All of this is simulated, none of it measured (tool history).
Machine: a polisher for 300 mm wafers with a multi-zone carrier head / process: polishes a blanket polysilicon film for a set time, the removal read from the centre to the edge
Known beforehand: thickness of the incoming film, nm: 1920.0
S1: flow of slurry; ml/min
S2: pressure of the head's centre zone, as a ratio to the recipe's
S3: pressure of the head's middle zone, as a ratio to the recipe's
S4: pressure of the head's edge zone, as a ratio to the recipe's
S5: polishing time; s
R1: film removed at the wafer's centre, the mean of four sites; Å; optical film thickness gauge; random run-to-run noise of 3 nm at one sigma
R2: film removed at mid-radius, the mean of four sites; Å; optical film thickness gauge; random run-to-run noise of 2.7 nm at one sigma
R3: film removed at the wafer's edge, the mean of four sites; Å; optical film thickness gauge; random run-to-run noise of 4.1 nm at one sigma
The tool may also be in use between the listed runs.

run	hour	S1	S2	S3	S4	S5	R1	R2	R3
1	0.0	225	1.00	1.00	1.00	38	3663.2	3668.2	3675.4
2	5.7	225	1.00	1.00	0.96	38	3750.6	3711.2	3617.8
3	14.5	225	1.00	1.00	0.96	31	3048.9	2993.0	2936.4
4	15.0	220	0.99	0.99	0.99	31	3001.3	2982.0	2972.9
5	16.0	220	0.99	0.99	0.99	34	3220.2	3312.3	3314.5
6	19.9	215	0.99	0.96	0.99	34	3290.0	3202.2	3318.9

Run 7 comes next. What will it give?
7	23.6	180	0.89	0.91	1.02	33	?	?	?

{"run 7": {"R1": 2809.4, "R2": 2920.6, "R3": 3145.7}}

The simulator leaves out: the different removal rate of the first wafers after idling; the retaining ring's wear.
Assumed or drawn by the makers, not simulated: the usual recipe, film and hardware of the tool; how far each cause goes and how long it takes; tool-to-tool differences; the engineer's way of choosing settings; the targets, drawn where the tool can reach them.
